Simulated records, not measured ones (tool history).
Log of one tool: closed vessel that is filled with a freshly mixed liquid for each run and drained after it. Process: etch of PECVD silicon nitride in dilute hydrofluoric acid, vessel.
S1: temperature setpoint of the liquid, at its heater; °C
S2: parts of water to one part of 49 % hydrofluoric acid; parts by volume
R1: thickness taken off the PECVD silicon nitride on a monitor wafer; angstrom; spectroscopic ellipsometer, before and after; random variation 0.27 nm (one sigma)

{"run": 1, "hour": 0.0, "S1": 24.0, "S2": 230, "time in the liquid (s)": 2400, "R1": 162.4}
{"run": 2, "hour": 0.7, "S1": 25.0, "S2": 215, "time in the liquid (s)": 2400, "R1": 184.76}
{"run": 3, "hour": 3.2, "S1": 26.0, "S2": 200, "time in the liquid (s)": 2400, "R1": 209.58}
{"run": 4, "hour": 7.2, "S1": 27.0, "S2": 185, "time in the liquid (s)": 2400, "R1": 244.19}
{"run": 5, "hour": 12.5, "S1": 27.5, "S2": 175, "time in the liquid (s)": 2400, "R1": 263.56}
{"run": 6, "hour": 14.0, "S1": 28.0, "S2": 170, "time in the liquid (s)": 2400, "R1": 280.52}
{"run": 7, "hour": 17.8, "S1": 32.0, "S2": 120, "time in the liquid (s)": 2405, "R1": 512.11}
{"run": 8, "hour": 21.2, "S1": 31.5, "S2": 120, "time in the liquid (s)": 2405, "R1": 493.1}

The next listed run, before its measurement:
{"run": 9, "hour": 24.9, "S1": 30.5, "S2": 120, "time in the liquid (s)": 2405, "R1": "?"}

Run 9 gave R1 469.09 angstrom.
